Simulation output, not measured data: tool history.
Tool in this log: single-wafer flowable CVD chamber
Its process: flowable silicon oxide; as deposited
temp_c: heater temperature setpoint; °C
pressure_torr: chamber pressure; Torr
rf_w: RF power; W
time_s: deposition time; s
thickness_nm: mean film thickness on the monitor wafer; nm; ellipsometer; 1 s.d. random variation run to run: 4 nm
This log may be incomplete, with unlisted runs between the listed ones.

| run | hour | temp_c | pressure_torr | rf_w | time_s | thickness_nm |
|---|---|---|---|---|---|---|
| 1 | 0.0 | 95 | 0.744 | 1765 | 592 | 375.78 |
| 2 | 2.0 | 95 | 0.640 | 1765 | 592 | 322.38 |
| 3 | 3.5 | 95 | 0.765 | 1765 | 592 | 383.71 |
| 4 | 10.5 | 90 | 0.767 | 1765 | 592 | 457.46 |
|  | 16.6 | capacitance manometer re-zeroed and calibrated |
| 5 | 16.6 | 90 | 0.767 | 1765 | 592 | 422.93 |
| 6 | 24.0 | 85 | 0.803 | 1775 | 593 | 511.81 |
| 7 | 30.3 | 82 | 0.818 | 1780 | 593 | 575.44 |
| 8 | 35.3 | 79 | 0.820 | 1780 | 593 | 630.63 |
| 9 | 42.0 | 77 | 0.821 | 1780 | 593 | 669.05 |
| 10 | 48.1 | 76 | 0.822 | 1780 | 593 | 685.99 |
| 11 | 50.1 | 75 | 0.822 | 1780 | 593 | 697.32 |

For run 12, what comes out?
| 12 | 55.0 | 75 | 0.822 | 1780 | 593 | ? |

thickness_nm: 699.53 nm
